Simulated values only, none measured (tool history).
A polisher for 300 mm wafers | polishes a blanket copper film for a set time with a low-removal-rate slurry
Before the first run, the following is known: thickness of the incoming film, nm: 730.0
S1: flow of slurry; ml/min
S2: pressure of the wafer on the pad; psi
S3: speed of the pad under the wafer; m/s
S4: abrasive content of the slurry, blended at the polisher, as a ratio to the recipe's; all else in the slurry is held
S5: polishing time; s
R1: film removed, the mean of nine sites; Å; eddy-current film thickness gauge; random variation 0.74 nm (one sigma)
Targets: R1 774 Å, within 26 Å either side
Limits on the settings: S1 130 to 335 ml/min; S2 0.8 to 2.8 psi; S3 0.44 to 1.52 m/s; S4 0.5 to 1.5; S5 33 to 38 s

run	hour	S1	S2	S3	S4	S5	R1
1	0	215	1.8	0.98	1	38	582.23
2	4.5	215	1.9	0.98	1	38	596.56
3	9.9	215	1.9	0.98	1	33	519.16
4	12.2	215	1.9	0.98	1	38	595.9
5	13.7	215	2	0.98	1	38	622.11
6	20.3	215	2.1	0.98	1	38	640.69
7	27.2	215	2.2	0.98	1	38	653.5
8	36.1	215	2.3	0.98	1	38	661.34
9	37.5	215	2.4	0.98	1	38	684.96
10	38.2	220	2.6	0.98	1	38	742.53

4 next moves are on the table. One of them brings every result within its allowed miss. Which?
A	38.9	235	2.8	1	1.05	36	?
B	38.9	155	2.7	1.04	0.8	38	?
C	38.9	215	2.8	0.88	1.05	38	?
D	38.9	210	2.4	0.98	1.1	38	?

move	R1
A	778.76
B	712.14
C	718.08
D	722.11
A: in spec on every target
B: the biggest miss grows against the last run
C: the biggest miss grows against the last run
D: the biggest miss grows against the last run
Answer: A
